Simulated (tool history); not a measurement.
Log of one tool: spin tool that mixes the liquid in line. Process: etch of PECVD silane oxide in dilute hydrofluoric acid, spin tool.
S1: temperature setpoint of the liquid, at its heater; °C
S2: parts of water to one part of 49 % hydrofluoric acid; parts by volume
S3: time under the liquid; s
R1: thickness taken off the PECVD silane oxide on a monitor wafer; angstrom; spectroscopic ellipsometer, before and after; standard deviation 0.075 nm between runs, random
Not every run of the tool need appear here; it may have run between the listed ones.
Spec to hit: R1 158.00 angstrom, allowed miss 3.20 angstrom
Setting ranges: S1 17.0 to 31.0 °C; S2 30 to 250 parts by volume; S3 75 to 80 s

run  hour    S1   S2  S3      R1
  1   0.0  23.0  140  75  200.26
  2   2.9  21.0  140  75  188.20
  3  10.1  20.5  140  75  182.76
  4  17.4  20.5  175  75  142.99
  5  18.1  21.0  175  75  144.78
  6  19.4  21.5  175  75  147.23
  7  21.4  22.0  175  75  149.73
  8  22.4  22.5  175  75  152.07

Which one of the following 4 next-run settings gets every result inside its allowed miss? There is exactly one.
  A  23.4  21.0  165  80   ?
  B  23.4  17.0  145  75   ?
  C  23.4  17.0  150  80   ?
  D  23.4  18.0  150  75   ?

move      R1
   A  165.54
   B  153.51
   C  157.52
   D  153.82
A: moves the result that the last run missed by most past its target, out the other side
B: closes in on the targets versus the last run, not all within tolerance yet
C: in spec on every target
D: closes in on the targets versus the last run, not all within tolerance yet
So the answer is move C, the one that meets all the targets.

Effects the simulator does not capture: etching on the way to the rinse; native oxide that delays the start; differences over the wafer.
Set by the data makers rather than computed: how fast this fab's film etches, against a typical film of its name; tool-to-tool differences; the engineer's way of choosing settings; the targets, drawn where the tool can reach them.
